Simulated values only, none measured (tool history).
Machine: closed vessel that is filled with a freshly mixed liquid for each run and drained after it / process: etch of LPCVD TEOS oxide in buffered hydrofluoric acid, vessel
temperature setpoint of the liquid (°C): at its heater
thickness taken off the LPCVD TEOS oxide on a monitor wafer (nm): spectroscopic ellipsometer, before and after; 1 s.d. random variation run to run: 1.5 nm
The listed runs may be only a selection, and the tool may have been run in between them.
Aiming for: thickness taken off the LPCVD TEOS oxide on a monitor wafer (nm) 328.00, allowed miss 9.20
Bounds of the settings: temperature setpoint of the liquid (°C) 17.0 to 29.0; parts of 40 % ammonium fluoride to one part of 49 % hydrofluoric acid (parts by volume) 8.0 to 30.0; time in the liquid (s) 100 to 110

run,day,temperature setpoint of the liquid (°C),parts of 40 % ammonium fluoride to one part of 49 % hydrofluoric acid (parts by volume),time in the liquid (s),thickness taken off the LPCVD TEOS oxide on a monitor wafer (nm)
1,0.000,21.0,22.5,100,145.91
2,0.117,19.5,22.5,100,133.48
3,0.371,19.5,28.5,100,111.87
4,0.608,21.5,25.0,100,138.29
5,0.921,21.5,29.5,100,120.84
# day 1.142: hydrofluoric acid flow meter replaced
6,1.142,23.0,25.5,100,158.77
7,1.454,24.0,24.0,100,173.38
8,1.696,25.0,22.0,100,194.74
9,2.021,26.0,20.5,100,216.28
10,2.125,26.5,19.0,100,237.45
11,2.221,27.0,18.0,100,257.13
12,2.471,27.5,17.5,100,273.06
13,2.662,28.0,17.0,100,287.23

Next run, 4 choices. One meets every target within its allowed miss, the rest don't. Which?
A,2.854,25.5,18.5,110,?
B,2.854,28.0,15.5,105,?
C,2.854,26.5,19.0,105,?
D,2.854,29.0,21.0,100,?

move,thickness taken off the LPCVD TEOS oxide on a monitor wafer (nm)
A,255.24
B,331.62
C,250.49
D,250.74
A: lands further from the targets than the last run did
B: each result inside its tolerance
C: lands further from the targets than the last run did
D: lands further from the targets than the last run did
B is the move that brings every result within its allowed miss.
